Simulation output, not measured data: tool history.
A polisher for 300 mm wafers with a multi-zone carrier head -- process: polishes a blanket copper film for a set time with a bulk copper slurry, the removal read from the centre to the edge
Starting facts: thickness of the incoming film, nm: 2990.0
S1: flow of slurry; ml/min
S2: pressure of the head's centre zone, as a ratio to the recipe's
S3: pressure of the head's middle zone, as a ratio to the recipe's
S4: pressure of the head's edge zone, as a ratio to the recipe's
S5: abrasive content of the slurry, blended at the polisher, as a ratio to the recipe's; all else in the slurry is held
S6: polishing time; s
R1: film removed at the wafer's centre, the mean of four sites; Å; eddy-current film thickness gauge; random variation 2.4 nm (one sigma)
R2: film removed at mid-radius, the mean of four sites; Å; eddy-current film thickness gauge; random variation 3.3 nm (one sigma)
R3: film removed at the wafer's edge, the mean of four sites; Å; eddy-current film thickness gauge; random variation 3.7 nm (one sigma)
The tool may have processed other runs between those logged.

run 1 day=0.000 | S1=210 S2=1.00 S3=1.00 S4=1.00 S5=1.00 S6=32 | R1=2961.4 R2=2960.7 R3=2981.3
run 2 day=0.342 | S1=210 S2=1.00 S3=1.00 S4=1.00 S5=1.00 S6=38 | R1=3564.6 R2=3465.4 R3=3557.6
run 3 day=0.446 | S1=210 S2=1.00 S3=0.94 S4=1.00 S5=1.00 S6=38 | R1=3572.5 R2=3301.2 R3=3509.1
run 4 day=0.704 | S1=210 S2=1.00 S3=0.94 S4=0.93 S5=1.00 S6=38 | R1=3555.3 R2=3331.5 R3=3411.7
run 5 day=0.742 | S1=205 S2=0.98 S3=0.93 S4=0.94 S5=0.95 S6=37 | R1=3259.3 R2=3168.4 R3=3381.1
run 6 day=0.938 | S1=205 S2=0.98 S3=0.93 S4=0.94 S5=0.80 S6=37 | R1=3200.1 R2=3038.8 R3=3268.9
run 7 day=1.162 | S1=205 S2=0.97 S3=0.92 S4=0.94 S5=0.75 S6=36 | R1=3080.5 R2=2897.3 R3=3105.4
run 8 day=1.446 | S1=200 S2=0.95 S3=0.91 S4=0.94 S5=0.70 S6=35 | R1=2841.8 R2=2741.9 R3=2994.0
run 9 day=1.733 | S1=195 S2=0.94 S3=0.90 S4=0.94 S5=0.70 S6=35 | R1=2831.3 R2=2739.7 R3=2985.8

What will run 10 give?
run 10 day=1.900 | S1=190 S2=0.93 S3=0.89 S4=0.94 S5=0.70 S6=35 | R1=? R2=? R3=?

R1: 2819.2 Å
R2: 2643.4 Å
R3: 2880.4 Å
